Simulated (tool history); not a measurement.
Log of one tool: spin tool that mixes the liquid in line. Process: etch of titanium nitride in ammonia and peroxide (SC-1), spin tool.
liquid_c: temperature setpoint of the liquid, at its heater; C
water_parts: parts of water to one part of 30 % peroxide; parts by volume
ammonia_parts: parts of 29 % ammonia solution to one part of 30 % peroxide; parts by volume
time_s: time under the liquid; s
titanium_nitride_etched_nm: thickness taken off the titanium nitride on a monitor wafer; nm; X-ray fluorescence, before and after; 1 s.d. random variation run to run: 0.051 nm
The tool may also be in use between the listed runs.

| run | hour | liquid_c | water_parts | ammonia_parts | time_s | titanium_nitride_etched_nm |
|---|---|---|---|---|---|---|
| 1 | 0.0 | 60.0 | 9.5 | 0.80 | 35 | 3.4212 |
| 2 | 7.4 | 61.5 | 9.5 | 0.80 | 35 | 3.7470 |
| 3 | 12.3 | 61.5 | 11.0 | 0.80 | 35 | 3.4673 |
| 4 | 17.1 | 63.0 | 11.0 | 0.80 | 35 | 3.8782 |
| 5 | 24.6 | 63.0 | 11.0 | 0.95 | 35 | 3.9459 |
| 6 | 32.6 | 63.0 | 11.0 | 0.95 | 35 | 3.9571 |
| 7 | 41.2 | 64.0 | 11.0 | 0.95 | 35 | 4.2409 |
| 8 | 50.2 | 65.0 | 11.0 | 0.95 | 35 | 4.5122 |

What will run 9 give?
| 9 | 54.7 | 65.5 | 11.0 | 0.95 | 35 | ? |

titanium_nitride_etched_nm: 4.6339 nm

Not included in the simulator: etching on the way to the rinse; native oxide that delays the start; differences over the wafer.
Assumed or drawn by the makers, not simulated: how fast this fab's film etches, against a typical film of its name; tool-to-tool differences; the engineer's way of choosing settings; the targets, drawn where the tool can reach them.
